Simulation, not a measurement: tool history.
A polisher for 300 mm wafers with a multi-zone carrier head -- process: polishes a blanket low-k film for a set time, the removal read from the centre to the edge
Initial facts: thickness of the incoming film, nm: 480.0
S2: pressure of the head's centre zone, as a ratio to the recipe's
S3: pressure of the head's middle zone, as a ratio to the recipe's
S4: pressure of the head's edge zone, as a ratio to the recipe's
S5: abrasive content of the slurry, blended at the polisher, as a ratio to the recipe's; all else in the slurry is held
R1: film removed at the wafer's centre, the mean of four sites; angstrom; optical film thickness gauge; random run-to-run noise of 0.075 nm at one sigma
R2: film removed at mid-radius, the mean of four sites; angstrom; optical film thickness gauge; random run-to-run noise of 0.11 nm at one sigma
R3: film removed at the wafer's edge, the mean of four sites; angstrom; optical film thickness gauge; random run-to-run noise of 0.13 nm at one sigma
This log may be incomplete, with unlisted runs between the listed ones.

Run 1, hour 0.0: flow of slurry (ml/min) 150, S2 1.00, S3 1.00, S4 1.00, S5 1.00, polishing time (s) 31. Result: R1 103.30 angstrom, R2 97.563 angstrom, R3 105.43 angstrom.
Run 2, hour 3.0: flow of slurry (ml/min) 150, S2 1.00, S3 1.07, S4 1.00, S5 1.00, polishing time (s) 31. Result: R1 100.95 angstrom, R2 105.200 angstrom, R3 105.07 angstrom.
Run 3, hour 5.2: flow of slurry (ml/min) 150, S2 1.00, S3 1.15, S4 1.00, S5 1.00, polishing time (s) 31. Result: R1 101.33 angstrom, R2 110.750 angstrom, R3 102.93 angstrom.
Run 4, hour 5.8: flow of slurry (ml/min) 150, S2 1.00, S3 1.11, S4 1.00, S5 1.00, polishing time (s) 31. Result: R1 101.88 angstrom, R2 106.710 angstrom, R3 105.07 angstrom.
Run 5, hour 8.7: flow of slurry (ml/min) 150, S2 1.05, S3 1.11, S4 1.00, S5 1.00, polishing time (s) 31. Result: R1 106.29 angstrom, R2 108.930 angstrom, R3 104.38 angstrom.
Run 6, hour 9.4: flow of slurry (ml/min) 145, S2 1.02, S3 1.11, S4 1.03, S5 1.05, polishing time (s) 31. Result: R1 107.45 angstrom, R2 109.840 angstrom, R3 108.06 angstrom.
Run 7, hour 12.4: flow of slurry (ml/min) 145, S2 0.98, S3 1.11, S4 1.06, S5 1.05, polishing time (s) 31. Result: R1 100.59 angstrom, R2 111.520 angstrom, R3 108.32 angstrom.
Run 8, hour 17.8: flow of slurry (ml/min) 145, S2 0.97, S3 1.08, S4 1.08, S5 1.10, polishing time (s) 31. Result: R1 103.97 angstrom, R2 110.940 angstrom, R3 110.74 angstrom.

Expected results for the next run?
Run 9, hour 21.0: flow of slurry (ml/min) 140, S2 0.94, S3 1.06, S4 1.10, S5 1.15, polishing time (s) 31. Result: R1 ?, R2 ?, R3 ?.

R1: 100.92 angstrom
R2: 111.620 angstrom
R3: 117.34 angstrom

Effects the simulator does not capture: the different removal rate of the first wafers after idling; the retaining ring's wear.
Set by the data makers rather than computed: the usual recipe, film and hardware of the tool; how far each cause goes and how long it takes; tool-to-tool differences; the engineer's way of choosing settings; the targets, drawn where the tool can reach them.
